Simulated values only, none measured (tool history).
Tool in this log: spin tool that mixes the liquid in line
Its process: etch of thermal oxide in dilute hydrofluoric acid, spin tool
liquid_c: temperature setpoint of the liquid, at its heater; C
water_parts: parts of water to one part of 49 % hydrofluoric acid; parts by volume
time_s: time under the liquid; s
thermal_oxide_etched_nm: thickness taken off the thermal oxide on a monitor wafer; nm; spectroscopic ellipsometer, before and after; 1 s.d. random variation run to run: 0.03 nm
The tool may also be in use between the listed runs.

run,hour,liquid_c,water_parts,time_s,thermal_oxide_etched_nm
1,0,21,150,65,1.9601
2,5.7,21.5,145,65,2.1096
3,8.8,25,145,65,2.3751
4,12.6,25.5,140,65,2.55
5,16.2,26,140,65,2.6058
6,17.1,26,95,65,3.9647
7,20.3,25.5,95,65,3.9049
8,25.6,25,95,65,3.8699
9,26.5,24.5,95,65,3.8067

Expected results for the next run?
10,31.8,23,95,65,?

{"run 10": {"thermal_oxide_etched_nm": 3.5805}}
